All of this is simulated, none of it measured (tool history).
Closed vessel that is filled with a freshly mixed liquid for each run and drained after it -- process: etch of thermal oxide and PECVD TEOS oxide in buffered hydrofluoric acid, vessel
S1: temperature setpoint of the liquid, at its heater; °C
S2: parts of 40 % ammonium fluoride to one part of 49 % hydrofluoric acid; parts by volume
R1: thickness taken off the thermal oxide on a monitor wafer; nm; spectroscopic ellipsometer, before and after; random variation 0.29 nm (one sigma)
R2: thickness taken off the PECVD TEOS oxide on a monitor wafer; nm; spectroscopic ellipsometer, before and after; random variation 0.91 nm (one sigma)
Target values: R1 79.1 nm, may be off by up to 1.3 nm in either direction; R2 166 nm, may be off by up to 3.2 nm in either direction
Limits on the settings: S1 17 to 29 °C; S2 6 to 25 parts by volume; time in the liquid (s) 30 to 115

run 1 hour=0 | S1=21 S2=15.5 time_in_the_liquid_(s)=60 | R1=35.492 R2=73.454
run 2 hour=6.4 | S1=21 S2=19.5 time_in_the_liquid_(s)=60 | R1=28.119 R2=59.002
run 3 hour=13.5 | S1=22.5 S2=19.5 time_in_the_liquid_(s)=60 | R1=30.821 R2=64.064
run 4 hour=19.5 | S1=23.5 S2=18 time_in_the_liquid_(s)=60 | R1=35.021 R2=74.395
run 5 hour=23.5 | S1=23.5 S2=18 time_in_the_liquid_(s)=35 | R1=20.508 R2=42.604
run 6 hour=29.2 | S1=23.5 S2=18 time_in_the_liquid_(s)=45 | R1=26.365 R2=55.796
run 7 hour=31.5 | S1=24 S2=16.5 time_in_the_liquid_(s)=45 | R1=29.228 R2=61.959
run 8 hour=35.1 | S1=28 S2=11.5 time_in_the_liquid_(s)=55 | R1=63.533 R2=133.21
run 9 hour=36.1 | S1=28 S2=11 time_in_the_liquid_(s)=55 | R1=66.146 R2=138.86
run 10 hour=37.4 | S1=28.5 S2=10 time_in_the_liquid_(s)=55 | R1=74.368 R2=156.22

Consider the 4 candidate settings below. Which is the only one whose results all fall within their allowed miss of target?
run A hour=38.7 | S1=25 S2=9.5 time_in_the_liquid_(s)=65 | R1=? R2=?
run B hour=38.7 | S1=28 S2=14 time_in_the_liquid_(s)=80 | R1=? R2=?
run C hour=38.7 | S1=29 S2=8.5 time_in_the_liquid_(s)=50 | R1=? R2=?
run D hour=38.7 | S1=17 S2=6 time_in_the_liquid_(s)=65 | R1=? R2=?

move=A R1=75.67 R2=159.61
move=B R1=76.272 R2=160.88
move=C R1=79.338 R2=167.34
move=D R1=75.314 R2=158.86
A: nearer the targets than the last run, but a result is still out of spec
B: nearer the targets than the last run, but a result is still out of spec
C: all results in spec
D: nearer the targets than the last run, but a result is still out of spec
Correct choice: C, which meets every target
